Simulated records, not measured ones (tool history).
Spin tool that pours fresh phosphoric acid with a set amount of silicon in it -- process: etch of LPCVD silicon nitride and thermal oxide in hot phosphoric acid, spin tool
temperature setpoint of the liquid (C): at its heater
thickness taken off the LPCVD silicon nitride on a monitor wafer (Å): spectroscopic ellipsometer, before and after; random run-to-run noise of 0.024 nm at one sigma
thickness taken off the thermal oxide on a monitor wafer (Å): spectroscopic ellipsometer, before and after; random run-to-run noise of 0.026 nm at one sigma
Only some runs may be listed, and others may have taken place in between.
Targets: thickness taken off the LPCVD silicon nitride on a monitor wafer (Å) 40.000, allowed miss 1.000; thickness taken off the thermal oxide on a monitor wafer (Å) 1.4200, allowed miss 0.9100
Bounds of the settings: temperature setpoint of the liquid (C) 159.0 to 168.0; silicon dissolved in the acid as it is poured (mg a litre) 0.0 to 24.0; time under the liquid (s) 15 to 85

run,hour,temperature setpoint of the liquid (C),silicon dissolved in the acid as it is poured (mg a litre),time under the liquid (s),thickness taken off the LPCVD silicon nitride on a monitor wafer (Å),thickness taken off the thermal oxide on a monitor wafer (Å)
1,0.0,164.0,10.5,45,46.391,1.0293
2,4.3,164.0,10.5,60,62.033,2.1406
3,6.3,164.0,7.0,60,62.256,1.7607
4,11.8,164.0,7.0,75,76.903,2.4972
5,19.4,163.0,7.0,75,74.929,2.2728
6,20.8,163.0,7.0,85,85.094,1.8666
7,28.8,162.0,5.0,70,68.234,1.8961
8,35.6,162.0,9.0,50,48.556,1.2574

Exactly one of the 5 candidate moves below puts every result within its allowed miss. Which one?
A,42.4,163.5,11.5,55,?,?
B,42.4,161.0,7.5,40,?,?
C,42.4,160.5,7.5,70,?,?
D,42.4,167.0,24.0,45,?,?
E,42.4,167.0,12.5,35,?,?

move,thickness taken off the LPCVD silicon nitride on a monitor wafer (Å),thickness taken off the thermal oxide on a monitor wafer (Å)
A,55.876,1.7346
B,37.397,1.1468
C,64.358,1.9341
D,51.275,1.3028
E,39.881,1.3892
A: its largest miss is bigger than the last run's
B: carries the result that was furthest off beyond its target, to the other side
C: its largest miss is bigger than the last run's
D: its largest miss is bigger than the last run's
E: all results in spec
Go with E: it meets all targets.
